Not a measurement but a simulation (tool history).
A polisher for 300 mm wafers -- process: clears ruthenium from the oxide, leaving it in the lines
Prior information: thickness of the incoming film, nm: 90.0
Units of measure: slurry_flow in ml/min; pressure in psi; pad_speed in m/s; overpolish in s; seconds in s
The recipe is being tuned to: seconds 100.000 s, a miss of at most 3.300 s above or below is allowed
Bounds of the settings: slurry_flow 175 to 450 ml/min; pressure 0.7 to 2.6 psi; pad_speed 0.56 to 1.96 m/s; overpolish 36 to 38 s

run  hour  slurry_flow  pressure  pad_speed  overpolish  seconds
  1   0.0          290       1.6       1.26          36   80.135
  2   3.4          330       1.6       1.26          36   78.051
  3  11.9          330       1.6       1.26          38   79.307
  4  18.5          370       1.6       1.26          38   78.104
  5  20.2          370       1.5       1.26          38   83.024
  6  23.3          430       1.5       1.26          38   80.217
     31.4  -- slurry nozzle cleaned
  7  31.4          425       1.4       1.26          38   84.725
  8  34.2          420       1.4       1.26          38   86.216
  9  36.8          415       1.4       1.26          38   85.822
 10  38.8          410       1.4       1.26          38   85.898
 11  40.6          405       1.4       1.26          38   85.600
 12  49.3          405       1.3       1.26          38   90.362

Exactly one of the 4 candidate moves below puts every result within its allowed miss. Which one?
  A  58.0          450       1.2       1.56          38        ?
  B  58.0          415       1.3       1.14          36        ?
  C  58.0          380       1.3       1.48          38        ?
  D  58.0          320       1.3       1.50          37        ?

move  seconds
   A   78.363
   B   99.568
   C   77.726
   D   77.680
A: its largest miss is bigger than the last run's
B: hits every target within its allowed miss
C: its largest miss is bigger than the last run's
D: its largest miss is bigger than the last run's
B meets every target.
